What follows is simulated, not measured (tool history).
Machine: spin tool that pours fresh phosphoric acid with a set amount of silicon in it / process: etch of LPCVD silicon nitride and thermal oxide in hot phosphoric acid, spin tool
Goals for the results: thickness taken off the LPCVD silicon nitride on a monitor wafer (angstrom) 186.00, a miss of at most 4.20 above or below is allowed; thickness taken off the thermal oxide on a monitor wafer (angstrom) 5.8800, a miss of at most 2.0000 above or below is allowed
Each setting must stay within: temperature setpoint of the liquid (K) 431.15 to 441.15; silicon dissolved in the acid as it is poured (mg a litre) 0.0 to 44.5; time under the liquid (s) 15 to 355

run    day  temperature setpoint of the liquid (K)  silicon dissolved in the acid as it is poured (mg a litre)  time under the liquid (s)  thickness taken off the LPCVD silicon nitride on a monitor wafer (angstrom)  thickness taken off the thermal oxide on a monitor wafer (angstrom)
  1  0.000                                  436.15                                                        19.5                        180                                                                       139.56                                                               3.7281
  2  0.042                                  437.15                                                        19.5                        180                                                                       144.37                                                               3.2866
  3  0.179                                  437.15                                                        19.5                        245                                                                       195.00                                                               4.8415
  4  0.450                                  439.15                                                        19.5                        245                                                                       208.58                                                               4.5392
  5  0.721                                  438.65                                                        18.5                        245                                                                       206.99                                                               6.5073
  6  0.858                                  438.15                                                        18.5                        245                                                                       203.17                                                               5.0214
  7  0.954                                  437.65                                                        17.5                        245                                                                       198.71                                                               5.2795
  8  1.229                                  437.65                                                        17.0                        245                                                                       200.24                                                               5.5475

Which one of the following 5 next-run settings gets every result inside its allowed miss? There is exactly one.
  A  1.504                                  437.65                                                        37.0                        215                                                                            ?                                                                    ?
  B  1.504                                  438.15                                                        14.5                        235                                                                            ?                                                                    ?
  C  1.504                                  436.65                                                        15.0                        235                                                                            ?                                                                    ?
  D  1.504                                  436.65                                                        10.5                        265                                                                            ?                                                                    ?
  E  1.504                                  436.65                                                         9.5                        225                                                                            ?                                                                    ?

move  thickness taken off the LPCVD silicon nitride on a monitor wafer (angstrom)  thickness taken off the thermal oxide on a monitor wafer (angstrom)
   A                                                                       176.23                                                               2.2586
   B                                                                       195.81                                                               5.7597
   C                                                                       186.37                                                               5.1011
   D                                                                       210.16                                                               6.3995
   E                                                                       178.44                                                               5.5556
A: pushes the last run's worst result past its target
B: nearer than the last run, and not there yet
C: in spec on every target
D: lands further from the targets than the last run did
E: pushes the last run's worst result past its target
C meets every target.
